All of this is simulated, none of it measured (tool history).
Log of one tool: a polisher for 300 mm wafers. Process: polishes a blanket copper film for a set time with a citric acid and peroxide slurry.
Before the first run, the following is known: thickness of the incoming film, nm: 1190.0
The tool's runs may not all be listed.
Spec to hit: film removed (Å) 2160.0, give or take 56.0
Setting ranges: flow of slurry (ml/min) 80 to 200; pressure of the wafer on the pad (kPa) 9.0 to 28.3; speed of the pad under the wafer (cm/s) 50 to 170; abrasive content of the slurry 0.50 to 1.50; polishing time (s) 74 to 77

run	hour	flow of slurry (ml/min)	pressure of the wafer on the pad (kPa)	speed of the pad under the wafer (cm/s)	abrasive content of the slurry	polishing time (s)	film removed (Å)
1	0.0	130	18.6	110	1.00	74	1761.3
2	4.0	105	18.6	110	1.00	74	1643.3
3	11.3	115	18.6	110	1.00	74	1700.2
4	12.5	115	18.6	110	1.00	74	1696.4
5	20.0	115	18.6	84	1.00	74	1311.7
6	24.2	105	18.6	84	1.00	74	1295.7
7	25.4	105	18.6	84	1.00	74	1280.7
8	28.3	115	19.3	84	1.00	74	1358.2
9	34.2	115	19.3	84	1.00	74	1363.3
10	39.1	125	20.0	84	1.00	74	1437.9
11	43.3	130	20.7	84	1.00	74	1481.2
12	43.8	135	21.4	84	1.00	74	1567.8
13	49.4	140	22.1	84	1.00	74	1633.0
14	51.2	145	22.8	84	1.00	74	1689.2
15	58.0	150	23.4	84	1.00	74	1740.0

Consider the 5 candidate settings below. Which is the only one whose results all fall within their allowed miss of target?
A	64.8	90	25.5	98	1.05	77	?
B	64.8	145	23.4	66	0.90	74	?
C	64.8	145	24.1	98	1.00	77	?
D	64.8	145	22.8	60	0.95	74	?
E	64.8	165	22.8	90	1.25	74	?

move	film removed (Å)
A	2025.1
B	1334.0
C	2137.3
D	1196.5
E	1915.1
A: nearer than the last run, and not there yet
B: misses by more than the last run did
C: all results in spec
D: misses by more than the last run did
E: nearer than the last run, and not there yet
So the answer is move C, the one that meets all the targets.

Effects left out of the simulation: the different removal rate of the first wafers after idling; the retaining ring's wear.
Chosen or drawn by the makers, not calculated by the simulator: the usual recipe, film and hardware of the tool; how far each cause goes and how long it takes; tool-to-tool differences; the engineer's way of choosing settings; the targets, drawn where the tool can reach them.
